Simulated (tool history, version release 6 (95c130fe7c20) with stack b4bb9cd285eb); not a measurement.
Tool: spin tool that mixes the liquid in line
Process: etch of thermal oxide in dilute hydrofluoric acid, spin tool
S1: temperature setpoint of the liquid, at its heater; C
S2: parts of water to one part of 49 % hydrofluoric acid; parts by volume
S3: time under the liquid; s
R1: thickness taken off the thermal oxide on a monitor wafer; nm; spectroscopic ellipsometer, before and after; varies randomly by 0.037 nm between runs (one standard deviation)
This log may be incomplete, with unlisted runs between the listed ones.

{"run": 1, "hour": 0.0, "S1": 22, "S2": 40, "S3": 40, "R1": 4.5818}
{"run": 2, "hour": 7.2, "S1": 21.5, "S2": 40, "S3": 40, "R1": 4.5584}
{"run": 3, "hour": 15.0, "S1": 21.5, "S2": 30, "S3": 40, "R1": 6.1142}
{"run": 4, "hour": 16.3, "S1": 21, "S2": 30, "S3": 40, "R1": 5.9434}
{"run": 5, "hour": 23.6, "S1": 18, "S2": 30, "S3": 40, "R1": 5.3414}
{"run": 6, "hour": 31.5, "S1": 19.5, "S2": 30, "S3": 40, "R1": 5.5535}
{"run": 7, "hour": 35.0, "S1": 19, "S2": 30, "S3": 40, "R1": 5.461}
{"run": 8, "hour": 43.9, "S1": 18.5, "S2": 30, "S3": 40, "R1": 5.2935}

Forecast run 9:
{"run": 9, "hour": 48.3, "S1": 17.5, "S2": 35, "S3": 40, "R1": "?"}

{"run 9": {"R1": 4.3383}}
